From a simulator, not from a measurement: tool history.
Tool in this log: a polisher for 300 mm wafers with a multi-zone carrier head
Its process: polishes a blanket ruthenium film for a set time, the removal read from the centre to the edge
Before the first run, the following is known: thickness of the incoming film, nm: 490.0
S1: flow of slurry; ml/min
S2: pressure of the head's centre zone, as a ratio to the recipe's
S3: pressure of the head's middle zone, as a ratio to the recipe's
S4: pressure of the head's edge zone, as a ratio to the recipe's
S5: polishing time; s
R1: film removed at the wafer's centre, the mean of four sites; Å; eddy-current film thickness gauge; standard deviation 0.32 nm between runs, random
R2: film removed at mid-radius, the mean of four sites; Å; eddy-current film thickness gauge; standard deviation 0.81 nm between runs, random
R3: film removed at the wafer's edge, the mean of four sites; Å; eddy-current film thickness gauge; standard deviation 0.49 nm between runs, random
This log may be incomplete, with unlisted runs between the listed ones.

{"run": 1, "hour": 0.0, "S1": 160, "S2": 1, "S3": 1, "S4": 1, "S5": 54, "R1": 545.39, "R2": 561.61, "R3": 577.4}
{"run": 2, "hour": 7.6, "S1": 150, "S2": 0.97, "S3": 1.03, "S4": 1.01, "S5": 54, "R1": 524.96, "R2": 562.23, "R3": 565.19}
{"run": 3, "hour": 9.9, "S1": 150, "S2": 0.94, "S3": 1.06, "S4": 1.03, "S5": 55, "R1": 521.39, "R2": 598.93, "R3": 585.66}
{"run": 4, "hour": 13.3, "S1": 170, "S2": 0.94, "S3": 1.06, "S4": 1.03, "S5": 55, "R1": 536.74, "R2": 603.72, "R3": 593.08}
{"run": 5, "hour": 20.8, "S1": 150, "S2": 0.94, "S3": 1.06, "S4": 1.03, "S5": 55, "R1": 521.95, "R2": 597.93, "R3": 585.88}
{"run": 6, "hour": 29.6, "S1": 150, "S2": 0.94, "S3": 1.06, "S4": 1.03, "S5": 65, "R1": 613.48, "R2": 707.02, "R3": 697.64}

Run 7, settings as shown, results not yet in. Your forecast:
{"run": 7, "hour": 36.6, "S1": 140, "S2": 0.91, "S3": 1.04, "S4": 0.98, "S5": 64, "R1": "?", "R2": "?", "R3": "?"}

Run 7 measured R1 580.18 Å, R2 671.02 Å, R3 673.75 Å.
